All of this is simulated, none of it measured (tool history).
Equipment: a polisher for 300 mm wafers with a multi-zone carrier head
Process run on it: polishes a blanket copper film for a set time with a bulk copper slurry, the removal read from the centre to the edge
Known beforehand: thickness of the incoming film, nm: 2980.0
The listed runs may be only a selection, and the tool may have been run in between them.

run    day  flow of slurry (ml/min)  pressure of the head's centre zone  pressure of the head's middle zone  pressure of the head's edge zone  abrasive content of the slurry  polishing time (s)  film removed at the wafer's centre (Å)  film removed at mid-radius (Å)  film removed at the wafer's edge (Å)
  1      0                      255                                   1                                   1                                 1                               1                  75                                  9078.2                            9031                                8894.6
  2  0.212                      255                                1.01                                0.97                              0.98                             0.9                  69                                  8225.9                          7996.9                                7728.4
  3  0.325                      255                                1.01                                0.97                              0.98                            1.05                  69                                  8549.7                          8275.9                                8155.8
  4  0.642                      255                                1.01                                0.97                              1.04                            1.05                  69                                  8563.4                          7956.2                                8468.2
  5  0.808                      255                                0.96                                0.97                              1.04                            1.05                  69                                  8183.7                          8242.3                                8366.7
  6    1.1                      245                                0.98                                0.94                              1.03                            0.95                  65                                  7518.2                          7238.4                                7556.2
  7  1.338                      230                                1.08                                0.84                              0.93                             0.7                  47                                  5325.5                          4202.4                                4762.2
  8  1.438                      240                                1.08                                0.84                              0.93                             0.7                  47                                  5420.2                          4390.9                                4820.4

The next listed run, before its measurement:
  9  1.779                      245                                1.09                                0.84                              0.93                             0.7                  47                                       ?                               ?                                     ?

Run 9 yielded film removed at the wafer's centre (Å) 5467.1, film removed at mid-radius (Å) 4307.1, film removed at the wafer's edge (Å) 4826.2.
